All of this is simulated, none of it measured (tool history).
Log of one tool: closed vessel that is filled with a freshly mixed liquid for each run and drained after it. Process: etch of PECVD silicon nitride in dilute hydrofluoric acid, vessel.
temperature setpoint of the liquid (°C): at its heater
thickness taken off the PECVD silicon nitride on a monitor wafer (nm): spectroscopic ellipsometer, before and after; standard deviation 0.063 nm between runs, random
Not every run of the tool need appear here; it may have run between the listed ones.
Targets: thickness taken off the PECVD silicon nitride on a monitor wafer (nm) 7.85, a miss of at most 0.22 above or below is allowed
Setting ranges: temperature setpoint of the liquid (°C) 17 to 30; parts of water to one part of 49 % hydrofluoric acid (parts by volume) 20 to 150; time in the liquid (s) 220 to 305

run,day,temperature setpoint of the liquid (°C),parts of water to one part of 49 % hydrofluoric acid (parts by volume),time in the liquid (s),thickness taken off the PECVD silicon nitride on a monitor wafer (nm)
1,0,22,85,305,12.114
2,0.221,21,85,305,11.511
3,0.538,18,85,305,9.0477
4,0.704,18,105,305,7.484
5,0.746,17,105,305,6.9918
6,1.104,17,80,305,9.083
7,1.233,17,85,305,8.6696
8,1.529,17,90,305,8.0707

Exercise: of the 4 proposed moves below, exactly one satisfies all targets within the stated allowed misses. Which move is it?
A,1.825,18,90,295,?
B,1.825,17.5,90,285,?
C,1.825,18,90,290,?
D,1.825,17,60,220,?

move,thickness taken off the PECVD silicon nitride on a monitor wafer (nm)
A,8.3817
B,7.8207
C,8.2396
D,8.6373
A: its largest miss is bigger than the last run's
B: every result lands within tolerance
C: its largest miss is bigger than the last run's
D: its largest miss is bigger than the last run's
Correct choice: B, which meets every target
